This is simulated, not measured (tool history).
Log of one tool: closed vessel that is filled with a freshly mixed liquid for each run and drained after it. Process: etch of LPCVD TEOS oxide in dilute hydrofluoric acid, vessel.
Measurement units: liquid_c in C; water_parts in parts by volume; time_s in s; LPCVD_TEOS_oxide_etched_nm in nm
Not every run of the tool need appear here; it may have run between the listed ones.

run  hour  liquid_c  water_parts  time_s  LPCVD_TEOS_oxide_etched_nm
  1     0        23           75      85                      18.805
  2   5.5      24.5           75      85                      19.837
  3  12.4      24.5           60      85                      25.473
  4  16.1        21           60      85                      22.033
  5  22.4      22.5           60      85                      23.625
  6  30.9      23.5           60      85                      24.532

Run 7 is up next; what results do you expect?
  7  32.2      27.5           60      85                           ?

LPCVD_TEOS_oxide_etched_nm: 28.823 nm
